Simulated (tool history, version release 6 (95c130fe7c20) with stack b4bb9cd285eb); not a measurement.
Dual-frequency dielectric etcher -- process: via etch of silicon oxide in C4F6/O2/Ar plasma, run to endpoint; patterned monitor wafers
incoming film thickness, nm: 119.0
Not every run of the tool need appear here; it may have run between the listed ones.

run  hour  bias power (W)  source power (W)  Ar flow (sccm)  endpoint time (s)
  1   0.0             499               440             370             24.195
  2   5.9             553               460             367             22.996
  3  10.4             464               460             367             24.888
  4  19.3             464               390             367             26.122
  5  24.5             385               390             367             27.883
  6  29.9             475               420             360             25.065
  7  33.2             538               430             357             23.678

What does the tool deliver on the next run?
  8  37.1             638               490             345                  ?

{"run 8": {"endpoint time (s)": 20.948}}
